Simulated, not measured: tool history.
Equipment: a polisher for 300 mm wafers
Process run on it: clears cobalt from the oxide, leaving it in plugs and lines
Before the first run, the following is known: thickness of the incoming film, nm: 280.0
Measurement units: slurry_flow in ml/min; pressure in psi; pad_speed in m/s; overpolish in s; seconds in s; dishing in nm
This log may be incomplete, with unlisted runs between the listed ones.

Run 1, day 0: slurry_flow 170 ml/min, pressure 2.2 psi, pad_speed 0.76 m/s, overpolish 23 s. Result: seconds 84.746 s, dishing 41.131 nm.
Run 2, day 0.175: slurry_flow 165 ml/min, pressure 2.2 psi, pad_speed 0.76 m/s, overpolish 21 s. Result: seconds 83.577 s, dishing 39.396 nm.
Run 3, day 0.521: slurry_flow 165 ml/min, pressure 2.2 psi, pad_speed 0.82 m/s, overpolish 21 s. Result: seconds 79.507 s, dishing 40.39 nm.
Run 4, day 0.833: slurry_flow 155 ml/min, pressure 2.2 psi, pad_speed 0.82 m/s, overpolish 19 s. Result: seconds 79.772 s, dishing 38.227 nm.
Run 5, day 0.942: slurry_flow 145 ml/min, pressure 2.1 psi, pad_speed 0.88 m/s, overpolish 17 s. Result: seconds 76.266 s, dishing 36.259 nm.
Run 6, day 1.092: slurry_flow 105 ml/min, pressure 2.1 psi, pad_speed 0.88 m/s, overpolish 17 s. Result: seconds 82.258 s, dishing 35.204 nm.
Run 7, day 1.35: slurry_flow 105 ml/min, pressure 2 psi, pad_speed 0.92 m/s, overpolish 16 s. Result: seconds 83.756 s, dishing 33.893 nm.
Run 8, day 1.4: slurry_flow 105 ml/min, pressure 1.9 psi, pad_speed 0.96 m/s, overpolish 15 s. Result: seconds 84.306 s, dishing 32.645 nm.
At day 1.521: worn pad replaced by a new one.
Run 9, day 1.521: slurry_flow 105 ml/min, pressure 1.8 psi, pad_speed 1 m/s, overpolish 14 s. Result: seconds 81.497 s, dishing 32.206 nm.
Run 10, day 1.633: slurry_flow 105 ml/min, pressure 1.7 psi, pad_speed 1.02 m/s, overpolish 13 s. Result: seconds 83.318 s, dishing 29.608 nm.
Run 11, day 1.658: slurry_flow 125 ml/min, pressure 1.6 psi, pad_speed 1.04 m/s, overpolish 12 s. Result: seconds 83.272 s, dishing 27.936 nm.
Run 12, day 1.967: slurry_flow 145 ml/min, pressure 1.6 psi, pad_speed 1.06 m/s, overpolish 11 s. Result: seconds 82.507 s, dishing 26.595 nm.
Run 13, day 2.154: slurry_flow 160 ml/min, pressure 1.6 psi, pad_speed 1.08 m/s, overpolish 10 s. Result: seconds 79.574 s, dishing 25.38 nm.
Run 14, day 2.217: slurry_flow 170 ml/min, pressure 1.6 psi, pad_speed 1.1 m/s, overpolish 10 s. Result: seconds 78.102 s, dishing 25.951 nm.
Run 15, day 2.533: slurry_flow 185 ml/min, pressure 1.6 psi, pad_speed 1.12 m/s, overpolish 10 s. Result: seconds 78.189 s, dishing 26.756 nm.
Run 16, day 2.588: slurry_flow 195 ml/min, pressure 1.6 psi, pad_speed 1.12 m/s, overpolish 10 s. Result: seconds 77.137 s, dishing 26.546 nm.
Run 17, day 2.662: slurry_flow 205 ml/min, pressure 1.6 psi, pad_speed 1.12 m/s, overpolish 10 s. Result: seconds 73.707 s, dishing 26.968 nm.
Run 18, day 3.021: slurry_flow 215 ml/min, pressure 1.6 psi, pad_speed 1.12 m/s, overpolish 10 s. Result: seconds 74.953 s, dishing 26.277 nm.

Estimate the outcome of run 19 from the log above:
Run 19, day 3.275: slurry_flow 220 ml/min, pressure 1.6 psi, pad_speed 1.12 m/s, overpolish 10 s. Result: seconds ?, dishing ?.

seconds: 77.902 s
dishing: 26.846 nm
